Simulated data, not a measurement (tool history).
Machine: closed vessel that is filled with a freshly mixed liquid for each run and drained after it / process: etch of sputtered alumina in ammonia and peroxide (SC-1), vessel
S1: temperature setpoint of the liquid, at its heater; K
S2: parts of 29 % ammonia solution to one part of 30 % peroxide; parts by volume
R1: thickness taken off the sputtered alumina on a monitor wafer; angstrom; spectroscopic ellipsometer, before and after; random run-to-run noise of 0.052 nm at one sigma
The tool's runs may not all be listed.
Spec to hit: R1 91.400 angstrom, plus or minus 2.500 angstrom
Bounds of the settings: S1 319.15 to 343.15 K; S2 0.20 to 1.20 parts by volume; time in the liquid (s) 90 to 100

{"run": 1, "hour": 0.0, "S1": 335.15, "S2": 0.7, "time in the liquid (s)": 90, "R1": 129.91}
{"run": 2, "hour": 3.1, "S1": 335.15, "S2": 0.95, "time in the liquid (s)": 90, "R1": 133.03}
{"run": 3, "hour": 5.4, "S1": 333.65, "S2": 0.95, "time in the liquid (s)": 90, "R1": 122.11}
{"run": 4, "hour": 13.8, "S1": 332.65, "S2": 0.95, "time in the liquid (s)": 90, "R1": 116.9}
{"run": 5, "hour": 14.8, "S1": 332.65, "S2": 0.8, "time in the liquid (s)": 90, "R1": 115.2}
{"run": 6, "hour": 16.4, "S1": 332.65, "S2": 0.95, "time in the liquid (s)": 90, "R1": 117.76}
{"run": 7, "hour": 22.7, "S1": 331.65, "S2": 0.95, "time in the liquid (s)": 90, "R1": 111.11}
{"run": 8, "hour": 27.5, "S1": 327.15, "S2": 0.95, "time in the liquid (s)": 90, "R1": 87.417}

Pick the move, out of 4, that brings all results within their allowed miss; only one does.
{"run": "A", "hour": 32.3, "S1": 326.65, "S2": 1.1, "time in the liquid (s)": 95, "R1": "?"}
{"run": "B", "hour": 32.3, "S1": 326.65, "S2": 0.95, "time in the liquid (s)": 90, "R1": "?"}
{"run": "C", "hour": 32.3, "S1": 326.15, "S2": 1.0, "time in the liquid (s)": 90, "R1": "?"}
{"run": "D", "hour": 32.3, "S1": 326.15, "S2": 1.2, "time in the liquid (s)": 90, "R1": "?"}

move=A R1=91.306
move=B R1=85.301
move=C R1=83.445
move=D R1=84.908
A: all results in spec
B: further off than the last run
C: further off than the last run
D: further off than the last run
The right move is A.
